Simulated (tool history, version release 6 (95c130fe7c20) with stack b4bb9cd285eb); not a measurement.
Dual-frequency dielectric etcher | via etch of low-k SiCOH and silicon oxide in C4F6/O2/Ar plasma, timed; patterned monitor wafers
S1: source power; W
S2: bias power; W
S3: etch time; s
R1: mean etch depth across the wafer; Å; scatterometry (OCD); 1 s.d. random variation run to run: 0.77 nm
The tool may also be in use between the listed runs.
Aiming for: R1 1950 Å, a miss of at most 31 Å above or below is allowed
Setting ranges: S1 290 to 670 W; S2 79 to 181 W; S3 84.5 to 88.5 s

run	hour	S1	S2	S3	R1
1	0	480	130	84.5	2151.8
2	2.3	550	130	84.5	2292
3	3.3	550	130	84.5	2271.2
4	6.4	490	130	84.5	2160.6
5	11.7	490	152	84.5	2213.3
6	12.9	490	152	88.5	2334.3
7	19.3	460	150	88.5	2266.9
# hour 28: source power generator calibrated
8	28	430	149	88.5	2216.6
9	34.5	410	147	88.5	2157.6
10	36.2	390	146	88.5	2104.7
11	41.8	380	145	88.5	2070
12	44.5	370	145	88.5	2020.4

Which of these 5 next moves meets every target?
A	47.2	410	151	86.5	?
B	47.2	420	134	87.5	?
C	47.2	360	151	85.5	?
D	47.2	340	157	84.5	?
E	47.2	390	180	86.5	?

move	R1
A	2116.7
B	2112.1
C	1952.3
D	1886.8
E	2148.8
A: the biggest miss grows against the last run
B: the biggest miss grows against the last run
C: every result lands within tolerance
D: carries the result that was furthest off beyond its target, to the other side
E: the biggest miss grows against the last run
Correct choice: C, which meets every target

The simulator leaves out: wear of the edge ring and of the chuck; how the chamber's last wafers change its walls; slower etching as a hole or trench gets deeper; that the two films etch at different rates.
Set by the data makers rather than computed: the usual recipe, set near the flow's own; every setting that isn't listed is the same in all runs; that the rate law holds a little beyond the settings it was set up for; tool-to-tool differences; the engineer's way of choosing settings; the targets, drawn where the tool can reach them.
